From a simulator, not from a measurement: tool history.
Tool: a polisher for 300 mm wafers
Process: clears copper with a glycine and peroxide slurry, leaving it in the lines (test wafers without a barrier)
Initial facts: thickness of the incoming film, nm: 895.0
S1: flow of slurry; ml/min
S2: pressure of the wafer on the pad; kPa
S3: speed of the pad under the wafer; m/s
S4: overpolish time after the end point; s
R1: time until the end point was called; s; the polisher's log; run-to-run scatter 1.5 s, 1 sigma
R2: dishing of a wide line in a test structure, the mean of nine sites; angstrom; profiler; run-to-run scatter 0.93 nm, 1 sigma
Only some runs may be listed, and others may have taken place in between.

run	day	S1	S2	S3	S4	R1	R2
1	0	250	17.2	1.22	23	118	695.1
2	0.112	250	17.2	1.22	29	121.23	768.48
3	0.238	250	17.2	1.22	37	122.45	825.77
4	0.346	250	17.9	1.24	32	113.91	792.1
5	0.546	250	18.6	1.24	29	114.34	768.16
6	0.833	215	18.6	1.24	29	111.79	781.5

Run 7 comes next. What will it give?
7	1.192	215	19.3	1.26	26	?	?

R1: 109.31 s
R2: 761.93 angstrom
